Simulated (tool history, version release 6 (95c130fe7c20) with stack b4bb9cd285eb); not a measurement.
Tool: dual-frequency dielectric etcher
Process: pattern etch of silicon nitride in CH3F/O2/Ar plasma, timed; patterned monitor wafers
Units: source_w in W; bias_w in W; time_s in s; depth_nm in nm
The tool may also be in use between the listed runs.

run,day,source_w,bias_w,time_s,depth_nm
1,0,480,94,36,29.51
2,0.083,480,78,36,27.97
3,0.433,550,78,36,29.285
4,0.696,550,93,36,30.768
5,0.804,500,91,36,29.748
6,1.171,470,89,36,28.7
7,1.358,450,88,36,28.353

Forecast run 8:
8,1.404,440,87,36,?

{"run 8": {"depth_nm": 27.851}}
